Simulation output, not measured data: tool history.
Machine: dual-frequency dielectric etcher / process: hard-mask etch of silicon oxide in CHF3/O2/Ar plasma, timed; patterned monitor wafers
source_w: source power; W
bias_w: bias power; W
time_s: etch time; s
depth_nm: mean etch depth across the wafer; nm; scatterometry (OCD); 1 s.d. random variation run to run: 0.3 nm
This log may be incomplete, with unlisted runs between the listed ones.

run,day,source_w,bias_w,time_s,depth_nm
1,0,610,235,15,37.372
2,0.104,650,244,15,38.819
3,0.4,650,224,15,38.377
4,0.708,690,229,15,39.352
5,1.071,690,229,14,36.943
6,1.333,690,259,14,38.071
7,1.521,720,267,14,38.963
8,1.85,740,274,14,39.626

Run 9 comes next. What will it give?
9,2.029,760,280,14,?

For run 9 the tool returned depth_nm 40.217 nm.

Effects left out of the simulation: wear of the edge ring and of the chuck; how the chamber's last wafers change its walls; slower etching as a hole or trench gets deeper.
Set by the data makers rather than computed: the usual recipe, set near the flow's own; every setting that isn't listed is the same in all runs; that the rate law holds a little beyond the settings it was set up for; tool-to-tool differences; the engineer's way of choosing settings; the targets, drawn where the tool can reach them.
